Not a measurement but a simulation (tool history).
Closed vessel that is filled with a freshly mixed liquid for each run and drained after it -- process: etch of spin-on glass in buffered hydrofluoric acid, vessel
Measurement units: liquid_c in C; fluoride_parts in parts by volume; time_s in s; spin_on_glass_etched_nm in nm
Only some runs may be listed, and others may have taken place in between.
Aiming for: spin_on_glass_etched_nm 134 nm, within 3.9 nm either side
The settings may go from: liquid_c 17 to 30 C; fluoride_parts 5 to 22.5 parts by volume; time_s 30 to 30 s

run,hour,liquid_c,fluoride_parts,time_s,spin_on_glass_etched_nm
1,0,22,13.5,30,64.288
2,7.6,22,13.5,30,64.014
3,14.4,22,13.5,30,64.194
4,22.3,23,13,30,70.26
5,29.4,21,13,30,62.827
6,31,22,12.5,30,69.308
7,32,23,12,30,76.378
8,41.2,23.5,12,30,78.309
9,49.8,24,11.5,30,83.373
10,57.8,24.5,11.5,30,85.623
11,62.4,25,11.5,30,88.073
12,67.7,25.5,11.5,30,90.899
13,76.4,26,11.5,30,93.419
14,81.3,26.5,11.5,30,96.015
15,88.8,27,11.5,30,98.456
16,91.2,27.5,11.5,30,101.13
17,92.6,30,9,30,146.54
18,96.2,29,9,30,137.92

Which of these 4 next moves meets every target?
A,99.8,28,8.5,30,?
B,99.8,29,10,30,?
C,99.8,24,7.5,30,?
D,99.8,26,8,30,?

move,spin_on_glass_etched_nm
A,135.19
B,125.01
C,123.32
D,128.13
A: meets every target
B: takes the result that was furthest off past its target
C: takes the result that was furthest off past its target
D: takes the result that was furthest off past its target
Correct choice: A, which meets every target

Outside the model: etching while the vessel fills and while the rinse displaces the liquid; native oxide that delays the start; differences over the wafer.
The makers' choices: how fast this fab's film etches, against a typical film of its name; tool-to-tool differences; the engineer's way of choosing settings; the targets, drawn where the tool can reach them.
